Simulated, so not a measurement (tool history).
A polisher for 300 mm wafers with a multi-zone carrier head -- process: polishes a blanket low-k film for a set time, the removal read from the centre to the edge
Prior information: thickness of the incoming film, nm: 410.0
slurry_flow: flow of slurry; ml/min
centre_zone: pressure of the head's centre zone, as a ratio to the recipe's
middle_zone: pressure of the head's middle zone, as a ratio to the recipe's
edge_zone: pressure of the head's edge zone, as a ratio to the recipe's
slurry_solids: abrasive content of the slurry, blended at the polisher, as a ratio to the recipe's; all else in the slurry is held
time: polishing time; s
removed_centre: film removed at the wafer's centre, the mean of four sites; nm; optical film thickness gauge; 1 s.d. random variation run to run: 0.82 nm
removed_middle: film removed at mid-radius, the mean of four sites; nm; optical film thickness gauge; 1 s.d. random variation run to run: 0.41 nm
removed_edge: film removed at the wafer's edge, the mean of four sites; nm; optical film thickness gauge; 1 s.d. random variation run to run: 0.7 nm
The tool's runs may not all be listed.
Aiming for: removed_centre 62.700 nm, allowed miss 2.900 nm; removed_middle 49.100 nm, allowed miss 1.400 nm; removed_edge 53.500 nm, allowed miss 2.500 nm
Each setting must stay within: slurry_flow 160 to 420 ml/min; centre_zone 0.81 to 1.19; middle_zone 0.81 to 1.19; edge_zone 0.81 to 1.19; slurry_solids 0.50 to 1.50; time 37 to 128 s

run,hour,slurry_flow,centre_zone,middle_zone,edge_zone,slurry_solids,time,removed_centre,removed_middle,removed_edge
1,0.0,270,1.00,1.00,1.00,1.00,82,44.130,44.409,44.456
2,3.3,270,1.00,1.03,1.00,1.00,82,44.336,45.584,45.027
3,5.3,285,1.07,1.01,1.03,1.10,82,48.038,47.238,48.042
4,7.9,285,1.11,0.95,0.98,1.20,83,55.541,46.191,49.567
5,16.8,245,1.11,0.95,0.98,1.20,83,52.839,46.413,48.932
6,25.7,275,1.14,0.95,0.99,1.25,83,56.716,47.136,50.547
7,33.0,290,1.16,0.95,1.00,1.25,83,58.093,47.595,50.433
8,35.1,300,1.17,0.94,1.01,1.30,83,58.903,48.294,51.227

Exercise: of the 5 proposed moves below, exactly one satisfies all targets within the stated allowed misses. Which move is it?
A,37.2,350,1.16,0.89,0.96,1.20,90,?,?,?
B,37.2,235,1.13,0.94,1.05,1.25,85,?,?,?
C,37.2,275,1.12,0.97,0.99,1.25,81,?,?,?
D,37.2,365,1.19,1.00,0.93,1.20,80,?,?,?
E,37.2,290,1.12,1.08,1.07,1.40,75,?,?,?

move,removed_centre,removed_middle,removed_edge
A,61.939,49.500,53.416
B,55.522,47.810,51.858
C,53.556,47.654,48.741
D,56.682,48.668,46.869
E,52.403,50.996,49.246
A: every result lands within tolerance
B: the biggest miss grows against the last run
C: the biggest miss grows against the last run
D: the biggest miss grows against the last run
E: the biggest miss grows against the last run
Move A is the one to make.
